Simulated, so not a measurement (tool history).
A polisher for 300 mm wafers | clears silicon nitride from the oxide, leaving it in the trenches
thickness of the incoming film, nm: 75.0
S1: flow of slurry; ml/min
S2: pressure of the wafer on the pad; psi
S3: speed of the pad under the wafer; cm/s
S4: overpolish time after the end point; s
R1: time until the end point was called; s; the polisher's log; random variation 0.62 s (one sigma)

run,day,S1,S2,S3,S4,R1
1,0,250,2.8,86,32,88.828
2,0.033,285,2.8,86,32,87.271
3,0.254,285,2.8,66,32,113.29
4,0.333,285,3.3,66,32,98.407
5,0.438,285,3.9,66,32,85.06
6,0.771,285,4,66,32,85.656

The next listed run, before its measurement:
7,1.133,285,4.1,66,32,?

R1: 82.679 s

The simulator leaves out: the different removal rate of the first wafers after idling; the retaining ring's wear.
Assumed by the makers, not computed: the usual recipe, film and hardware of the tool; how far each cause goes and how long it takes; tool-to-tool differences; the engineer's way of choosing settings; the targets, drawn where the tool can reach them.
